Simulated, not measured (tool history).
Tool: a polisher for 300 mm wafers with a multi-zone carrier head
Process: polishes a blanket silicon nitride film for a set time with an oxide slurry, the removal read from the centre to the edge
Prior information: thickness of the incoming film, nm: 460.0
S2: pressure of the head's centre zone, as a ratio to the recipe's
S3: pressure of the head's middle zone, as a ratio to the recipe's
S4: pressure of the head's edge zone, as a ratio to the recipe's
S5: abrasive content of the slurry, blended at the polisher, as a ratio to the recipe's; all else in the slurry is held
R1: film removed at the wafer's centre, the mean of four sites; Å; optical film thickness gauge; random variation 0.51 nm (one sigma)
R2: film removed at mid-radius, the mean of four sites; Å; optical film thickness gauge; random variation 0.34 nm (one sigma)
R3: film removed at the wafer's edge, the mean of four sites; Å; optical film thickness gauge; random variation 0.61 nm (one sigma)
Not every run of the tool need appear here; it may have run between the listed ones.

run 1 hour=0.0 | flow_of_slurry_(ml/min)=315 S2=1.00 S3=1.00 S4=1.00 S5=1.00 polishing_time_(s)=77 | R1=611.99 R2=609.29 R3=639.74
run 2 hour=7.4 | flow_of_slurry_(ml/min)=320 S2=0.99 S3=0.99 S4=0.96 S5=0.90 polishing_time_(s)=77 | R1=561.84 R2=567.56 R3=579.13
run 3 hour=14.0 | flow_of_slurry_(ml/min)=320 S2=0.99 S3=0.99 S4=0.88 S5=0.90 polishing_time_(s)=77 | R1=568.96 R2=570.76 R3=558.44
run 4 hour=15.4 | flow_of_slurry_(ml/min)=320 S2=0.99 S3=0.99 S4=0.85 S5=0.90 polishing_time_(s)=77 | R1=565.36 R2=565.64 R3=559.91
run 5 hour=24.0 | flow_of_slurry_(ml/min)=325 S2=0.99 S3=0.98 S4=0.84 S5=0.85 polishing_time_(s)=77 | R1=544.77 R2=544.35 R3=537.38
run 6 hour=28.9 | flow_of_slurry_(ml/min)=325 S2=0.99 S3=0.98 S4=0.84 S5=0.85 polishing_time_(s)=86 | R1=620.30 R2=605.64 R3=608.78
run 7 hour=35.2 | flow_of_slurry_(ml/min)=330 S2=0.99 S3=0.98 S4=0.84 S5=0.75 polishing_time_(s)=85 | R1=557.38 R2=546.27 R3=531.45
run 8 hour=43.8 | flow_of_slurry_(ml/min)=330 S2=0.93 S3=0.91 S4=0.84 S5=0.65 polishing_time_(s)=86 | R1=460.03 R2=463.10 R3=480.51
run 9 hour=45.8 | flow_of_slurry_(ml/min)=335 S2=0.94 S3=0.92 S4=0.84 S5=0.65 polishing_time_(s)=86 | R1=472.09 R2=466.08 R3=477.91

The next listed run, before its measurement:
run 10 hour=47.0 | flow_of_slurry_(ml/min)=335 S2=0.95 S3=0.93 S4=0.84 S5=0.65 polishing_time_(s)=86 | R1=? R2=? R3=?

Logged for run 10: R1 482.35 Å, R2 469.85 Å, R3 479.91 Å.
